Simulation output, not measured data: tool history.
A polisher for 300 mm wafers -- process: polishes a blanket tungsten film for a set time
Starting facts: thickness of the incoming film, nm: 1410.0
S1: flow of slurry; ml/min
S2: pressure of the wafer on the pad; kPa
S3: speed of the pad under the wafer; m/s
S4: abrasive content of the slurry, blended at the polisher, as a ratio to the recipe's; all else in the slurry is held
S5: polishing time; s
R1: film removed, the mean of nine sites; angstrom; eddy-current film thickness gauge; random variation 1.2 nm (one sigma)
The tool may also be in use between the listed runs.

Run 1, day 0: S1 145 ml/min, S2 24.1 kPa, S3 1.2 m/s, S4 1, S5 50 s. Result: R1 2573 angstrom.
Run 2, day 0.362: S1 145 ml/min, S2 24.1 kPa, S3 1.2 m/s, S4 1.1, S5 50 s. Result: R1 2630.1 angstrom.
Run 3, day 0.433: S1 140 ml/min, S2 22.1 kPa, S3 1.18 m/s, S4 1.1, S5 50 s. Result: R1 2391 angstrom.
Run 4, day 0.562: S1 155 ml/min, S2 22.1 kPa, S3 1.18 m/s, S4 1.1, S5 50 s. Result: R1 2396.7 angstrom.
Run 5, day 0.658: S1 155 ml/min, S2 17.2 kPa, S3 1.18 m/s, S4 1.1, S5 50 s. Result: R1 1877.4 angstrom.
Run 6, day 0.717: S1 155 ml/min, S2 20.7 kPa, S3 1.18 m/s, S4 1.1, S5 50 s. Result: R1 2249.9 angstrom.
Run 7, day 0.946: S1 155 ml/min, S2 19.3 kPa, S3 1.16 m/s, S4 1.1, S5 50 s. Result: R1 2109.8 angstrom.

Run 8 is up next; what results do you expect?
Run 8, day 1.2: S1 150 ml/min, S2 17.9 kPa, S3 1.14 m/s, S4 1.1, S5 50 s. Result: R1 ?.

{"run 8": {"R1": 1887}}
